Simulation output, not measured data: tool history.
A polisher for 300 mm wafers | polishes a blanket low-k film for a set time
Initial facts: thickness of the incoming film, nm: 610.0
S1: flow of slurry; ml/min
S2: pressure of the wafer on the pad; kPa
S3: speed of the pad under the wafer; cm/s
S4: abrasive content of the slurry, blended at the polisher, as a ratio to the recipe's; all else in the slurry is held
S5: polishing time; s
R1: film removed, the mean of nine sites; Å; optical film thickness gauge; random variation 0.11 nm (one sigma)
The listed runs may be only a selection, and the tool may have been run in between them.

run,day,S1,S2,S3,S4,S5,R1
1,0,220,11.7,90,1,53,176.99
2,0.204,220,11.7,90,1.15,53,195.05
3,0.5,220,11.7,90,1.15,53,189.19
4,0.542,220,13.1,90,1.15,53,210.6
5,0.788,220,11.7,90,1.15,53,190.85
6,0.904,220,11.7,90,1.15,55,200.25
7,1.096,220,8.3,64,1.1,55,105.43
# day 1.258: slurry nozzle cleaned
8,1.258,220,8.3,64,1.1,55,116.19

Run 9 has not been measured yet. What should we expect?
9,1.496,220,7.6,64,1.1,55,?

Run 9 produced R1 105.46 Å.

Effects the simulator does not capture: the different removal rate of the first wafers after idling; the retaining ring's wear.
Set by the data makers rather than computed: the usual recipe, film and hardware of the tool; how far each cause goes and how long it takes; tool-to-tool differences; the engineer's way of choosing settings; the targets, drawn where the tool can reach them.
